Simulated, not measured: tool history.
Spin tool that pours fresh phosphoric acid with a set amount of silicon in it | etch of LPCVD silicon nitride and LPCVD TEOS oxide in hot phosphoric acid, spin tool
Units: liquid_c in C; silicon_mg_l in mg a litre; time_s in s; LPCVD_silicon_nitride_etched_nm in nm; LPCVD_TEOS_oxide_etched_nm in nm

run,day,liquid_c,silicon_mg_l,time_s,LPCVD_silicon_nitride_etched_nm,LPCVD_TEOS_oxide_etched_nm
1,0,161,11,85,5.587,0.41879
2,0.133,162,10,90,6.046,0.50358
3,0.217,163,10.5,95,6.6711,0.5319
4,0.371,163.5,9,100,7.0378,0.63841
5,0.554,164,9,105,7.5217,0.57753
6,0.833,164.5,6.5,105,7.702,0.72483
7,0.988,165,6,105,7.8514,0.86083

Forecast run 8:
8,1.3,165,6.5,105,?,?

Run 8 gave LPCVD_silicon_nitride_etched_nm 7.8334 nm, LPCVD_TEOS_oxide_etched_nm 0.732 nm.
